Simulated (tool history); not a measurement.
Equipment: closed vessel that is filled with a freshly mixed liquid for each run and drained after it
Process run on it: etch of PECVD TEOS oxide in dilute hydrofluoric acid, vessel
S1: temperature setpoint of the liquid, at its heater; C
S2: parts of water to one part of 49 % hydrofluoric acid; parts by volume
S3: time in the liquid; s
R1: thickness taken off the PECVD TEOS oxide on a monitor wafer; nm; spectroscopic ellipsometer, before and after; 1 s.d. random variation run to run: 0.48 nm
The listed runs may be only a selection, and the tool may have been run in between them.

run 1 hour=0.0 | S1=22.0 S2=50 S3=195 | R1=70.758
run 2 hour=7.5 | S1=19.0 S2=50 S3=195 | R1=64.020
run 3 hour=15.6 | S1=19.0 S2=50 S3=195 | R1=63.822
run 4 hour=21.7 | S1=18.5 S2=50 S3=195 | R1=61.018
run 5 hour=26.6 | S1=18.5 S2=35 S3=195 | R1=90.843
run 6 hour=33.4 | S1=18.0 S2=40 S3=195 | R1=76.716
run 7 hour=41.8 | S1=17.5 S2=45 S3=195 | R1=67.267

Expected results for the next run?
run 8 hour=45.1 | S1=17.0 S2=60 S3=195 | R1=?

For run 8 the tool returned R1 47.826 nm.

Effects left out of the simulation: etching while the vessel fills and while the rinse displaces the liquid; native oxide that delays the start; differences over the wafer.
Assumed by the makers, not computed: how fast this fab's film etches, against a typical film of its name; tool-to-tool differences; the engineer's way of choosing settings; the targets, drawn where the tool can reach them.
